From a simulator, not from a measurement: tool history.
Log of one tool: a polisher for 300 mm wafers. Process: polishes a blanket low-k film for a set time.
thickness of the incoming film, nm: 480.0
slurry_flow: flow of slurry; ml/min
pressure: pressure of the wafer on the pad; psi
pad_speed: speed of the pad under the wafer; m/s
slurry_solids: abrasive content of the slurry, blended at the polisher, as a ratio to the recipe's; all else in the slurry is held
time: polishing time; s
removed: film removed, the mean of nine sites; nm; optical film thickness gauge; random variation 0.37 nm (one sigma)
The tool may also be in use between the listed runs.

run  hour  slurry_flow  pressure  pad_speed  slurry_solids  time  removed
  1     0          225       1.8       0.82              1    59   17.694
  2   8.6          225       1.9       0.82              1    59   19.406
  3  11.8          225       1.9       0.94              1    59   21.116
  4  12.6          225       1.9       0.94            0.9    59   20.022
  5  15.8          225       1.9       0.94            0.9    62   21.266
  6  21.6          195       1.9       0.94            0.9    62   21.624
  7  26.3          195         2       0.94            0.9    62   21.357

Forecast run 8:
  8  30.4          195       2.5          1            0.9    62        ?

Run 8 gave removed 29.23 nm.
